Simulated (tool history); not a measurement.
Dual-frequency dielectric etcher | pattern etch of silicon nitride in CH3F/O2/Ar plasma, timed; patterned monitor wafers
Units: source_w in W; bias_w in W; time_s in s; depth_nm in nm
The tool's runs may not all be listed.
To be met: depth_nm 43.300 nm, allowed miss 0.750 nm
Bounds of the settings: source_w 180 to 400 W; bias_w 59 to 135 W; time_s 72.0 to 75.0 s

| run | hour | source_w | bias_w | time_s | depth_nm |
|---|---|---|---|---|---|
| 1 | 0.0 | 290 | 97 | 72.0 | 52.951 |
| 2 | 5.0 | 260 | 91 | 72.0 | 50.064 |
| 3 | 8.0 | 240 | 86 | 72.0 | 47.367 |
| 4 | 12.6 | 220 | 85 | 72.0 | 45.756 |
| 5 | 17.1 | 220 | 100 | 72.0 | 47.249 |
| 6 | 24.0 | 260 | 100 | 72.0 | 51.382 |
| 7 | 30.5 | 260 | 100 | 72.0 | 51.032 |
| 8 | 33.8 | 260 | 100 | 72.0 | 50.768 |
| 9 | 36.8 | 230 | 96 | 72.0 | 47.728 |
| 10 | 43.9 | 210 | 95 | 72.0 | 45.625 |
| 11 | 49.7 | 200 | 95 | 72.0 | 44.345 |

5 next moves are on the table. One of them brings every result within its allowed miss. Which?
| A | 55.5 | 190 | 93 | 75.0 | ? |
| B | 55.5 | 180 | 100 | 75.0 | ? |
| C | 55.5 | 200 | 74 | 74.5 | ? |
| D | 55.5 | 210 | 79 | 74.5 | ? |
| E | 55.5 | 200 | 93 | 73.5 | ? |

| move | depth_nm |
|---|---|
| A | 45.175 |
| B | 44.851 |
| C | 43.457 |
| D | 45.193 |
| E | 45.387 |
A: further off than the last run
B: further off than the last run
C: meets every target
D: further off than the last run
E: further off than the last run
Answer: C

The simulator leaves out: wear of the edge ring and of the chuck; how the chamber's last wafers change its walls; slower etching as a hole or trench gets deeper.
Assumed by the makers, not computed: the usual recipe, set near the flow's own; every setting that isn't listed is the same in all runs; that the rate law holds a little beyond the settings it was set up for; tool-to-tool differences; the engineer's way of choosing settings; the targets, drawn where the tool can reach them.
